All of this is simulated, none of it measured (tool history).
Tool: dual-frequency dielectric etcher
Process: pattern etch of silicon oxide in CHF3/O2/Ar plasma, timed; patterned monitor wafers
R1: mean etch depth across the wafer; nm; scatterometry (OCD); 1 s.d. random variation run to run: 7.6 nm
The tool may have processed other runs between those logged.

Run 1, hour 0: source power (W) 790, bias power (W) 229, etch time (s) 482.5. Result: R1 1032.1 nm.
Run 2, hour 5: source power (W) 890, bias power (W) 229, etch time (s) 482.5. Result: R1 1099.8 nm.
Run 3, hour 13.2: source power (W) 940, bias power (W) 235, etch time (s) 483.5. Result: R1 1137.5 nm.
Run 4, hour 14: source power (W) 820, bias power (W) 235, etch time (s) 483.5. Result: R1 1065.6 nm.
Run 5, hour 22: source power (W) 820, bias power (W) 235, etch time (s) 503.5. Result: R1 1113.9 nm.
Run 6, hour 26.8: source power (W) 820, bias power (W) 235, etch time (s) 482.5. Result: R1 1049.8 nm.

Predict the results of run 7:
Run 7, hour 35.7: source power (W) 890, bias power (W) 242, etch time (s) 484.5. Result: R1 ?.

{"run 7": {"R1": 1121.7}}

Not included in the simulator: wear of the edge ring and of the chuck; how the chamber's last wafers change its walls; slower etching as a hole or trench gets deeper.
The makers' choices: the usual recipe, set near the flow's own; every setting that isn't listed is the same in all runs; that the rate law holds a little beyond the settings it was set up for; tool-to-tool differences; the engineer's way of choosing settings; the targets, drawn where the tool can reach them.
